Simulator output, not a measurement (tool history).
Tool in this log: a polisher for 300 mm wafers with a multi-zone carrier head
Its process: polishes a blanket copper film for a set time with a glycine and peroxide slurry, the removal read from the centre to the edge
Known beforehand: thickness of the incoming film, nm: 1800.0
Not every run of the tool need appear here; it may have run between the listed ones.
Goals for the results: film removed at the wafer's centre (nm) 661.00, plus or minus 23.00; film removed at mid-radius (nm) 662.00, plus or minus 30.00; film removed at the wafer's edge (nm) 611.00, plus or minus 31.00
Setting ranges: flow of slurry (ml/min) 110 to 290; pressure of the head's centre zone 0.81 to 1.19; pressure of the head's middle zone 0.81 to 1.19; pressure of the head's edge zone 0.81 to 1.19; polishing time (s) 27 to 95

run	hour	flow of slurry (ml/min)	pressure of the head's centre zone	pressure of the head's middle zone	pressure of the head's edge zone	polishing time (s)	film removed at the wafer's centre (nm)	film removed at mid-radius (nm)	film removed at the wafer's edge (nm)
1	0.0	185	1.00	1.00	1.00	61	452.06	469.09	456.86
2	8.9	185	1.00	1.00	1.00	70	504.55	532.25	533.96
3	11.5	185	1.00	1.00	1.07	70	512.49	544.07	545.93
4	17.4	195	1.03	1.02	1.08	71	543.86	545.25	565.02
5	23.5	155	1.03	1.02	1.08	71	511.16	521.51	545.67
6	30.3	125	1.03	1.02	1.08	71	462.99	476.31	515.71
7	31.5	150	1.04	1.03	1.07	71	512.92	530.22	528.53
# hour 32.6: slurry nozzle cleaned
8	32.6	170	1.04	1.03	1.08	71	579.77	591.62	575.69
9	37.5	170	1.04	1.03	1.08	71	569.07	588.79	585.63

Which one of the following 4 next-run settings gets every result inside its allowed miss? There is exactly one.
A	42.4	150	0.83	1.15	1.17	71	?	?	?
B	42.4	270	1.10	1.12	1.09	70	?	?	?
C	42.4	180	1.15	1.04	1.01	77	?	?	?
D	42.4	120	0.81	1.19	1.03	78	?	?	?

move	film removed at the wafer's centre (nm)	film removed at mid-radius (nm)	film removed at the wafer's edge (nm)
A	454.87	609.56	614.33
B	660.78	646.38	625.63
C	712.98	637.51	635.72
D	457.58	649.04	608.09
A: moves away from the targets compared with the last run
B: hits every target within its allowed miss
C: takes the result that was furthest off past its target
D: moves away from the targets compared with the last run
The move that meets every target is B.

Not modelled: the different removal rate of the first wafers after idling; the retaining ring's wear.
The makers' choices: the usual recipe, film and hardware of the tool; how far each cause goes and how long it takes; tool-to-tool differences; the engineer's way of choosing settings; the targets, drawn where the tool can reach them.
